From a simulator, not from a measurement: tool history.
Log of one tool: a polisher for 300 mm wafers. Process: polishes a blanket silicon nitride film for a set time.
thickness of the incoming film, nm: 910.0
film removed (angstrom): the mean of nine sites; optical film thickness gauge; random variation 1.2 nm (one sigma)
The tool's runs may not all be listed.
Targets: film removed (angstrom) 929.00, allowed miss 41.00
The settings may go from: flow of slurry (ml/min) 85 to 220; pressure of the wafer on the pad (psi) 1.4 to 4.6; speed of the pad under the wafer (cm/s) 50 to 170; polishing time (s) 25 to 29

| run | hour | flow of slurry (ml/min) | pressure of the wafer on the pad (psi) | speed of the pad under the wafer (cm/s) | polishing time (s) | film removed (angstrom) |
|---|---|---|---|---|---|---|
| 1 | 0.0 | 140 | 3.0 | 110 | 29 | 482.43 |
| 2 | 2.5 | 140 | 3.3 | 112 | 29 | 550.02 |
| 3 | 3.5 | 140 | 3.3 | 102 | 29 | 503.98 |
| 4 | 9.9 | 140 | 3.3 | 112 | 29 | 550.71 |
| 5 | 13.7 | 140 | 2.7 | 112 | 29 | 446.13 |
| 6 | 16.3 | 140 | 3.0 | 114 | 29 | 510.38 |
|  | 18.0 | head pressure recalibrated |
| 7 | 18.0 | 140 | 3.3 | 114 | 29 | 632.74 |
| 8 | 22.8 | 140 | 3.4 | 114 | 29 | 611.45 |

Which of these 5 next moves meets every target?
| A | 27.6 | 165 | 3.0 | 96 | 29 | ? |
| B | 27.6 | 135 | 2.8 | 96 | 25 | ? |
| C | 27.6 | 185 | 4.1 | 138 | 29 | ? |
| D | 27.6 | 180 | 4.1 | 108 | 29 | ? |
| E | 27.6 | 150 | 2.6 | 100 | 25 | ? |

| move | film removed (angstrom) |
|---|---|
| A | 494.07 |
| B | 388.04 |
| C | 908.00 |
| D | 743.88 |
| E | 378.50 |
A: further off than the last run
B: further off than the last run
C: meets every target
D: nearer than the last run, and not there yet
E: further off than the last run
The right move is C.
